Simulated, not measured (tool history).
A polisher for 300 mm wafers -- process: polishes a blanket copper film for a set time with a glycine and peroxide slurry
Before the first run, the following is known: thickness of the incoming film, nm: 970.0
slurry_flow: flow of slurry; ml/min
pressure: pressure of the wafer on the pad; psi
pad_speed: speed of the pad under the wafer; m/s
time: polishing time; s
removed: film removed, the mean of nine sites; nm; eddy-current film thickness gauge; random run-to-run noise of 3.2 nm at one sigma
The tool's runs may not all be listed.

run    day  slurry_flow  pressure  pad_speed  time  removed
  1      0          275         3        1.2    62   432.97
  2  0.088          275         3        1.2    62   428.31
  3  0.342          275       2.7       1.18    62   390.42
  4  0.546          275       2.5       1.16    62    356.4
  5  0.817          275       2.5        1.4    62   424.62
  6  0.992          275       2.3       1.36    62   377.62
  7  1.196          275       2.1       1.34    62   357.71
  8  1.396          275         2       1.32    62   332.93

The next listed run, before its measurement:
  9  1.533          275       1.9       1.32    62        ?

Run 9 measured removed 322.08 nm.
